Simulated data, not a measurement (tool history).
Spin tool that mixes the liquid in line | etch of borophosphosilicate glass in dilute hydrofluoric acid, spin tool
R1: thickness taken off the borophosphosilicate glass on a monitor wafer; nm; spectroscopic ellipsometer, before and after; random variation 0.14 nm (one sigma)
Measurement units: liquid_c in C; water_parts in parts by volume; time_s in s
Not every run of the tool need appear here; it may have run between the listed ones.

{"run": 1, "hour": 0.0, "liquid_c": 24.0, "water_parts": 160, "time_s": 265, "R1": 74.331}
{"run": 2, "hour": 6.0, "liquid_c": 22.0, "water_parts": 175, "time_s": 265, "R1": 62.367}
{"run": 3, "hour": 10.9, "liquid_c": 22.0, "water_parts": 175, "time_s": 280, "R1": 65.442}
{"run": 4, "hour": 12.7, "liquid_c": 22.0, "water_parts": 175, "time_s": 280, "R1": 65.415}
{"run": 5, "hour": 20.5, "liquid_c": 24.0, "water_parts": 175, "time_s": 280, "R1": 70.514}
{"run": 6, "hour": 24.5, "liquid_c": 22.0, "water_parts": 185, "time_s": 280, "R1": 61.161}

Run 7 has not been measured yet. What should we expect?
{"run": 7, "hour": 29.2, "liquid_c": 20.5, "water_parts": 195, "time_s": 280, "R1": "?"}

{"run 7": {"R1": 54.761}}
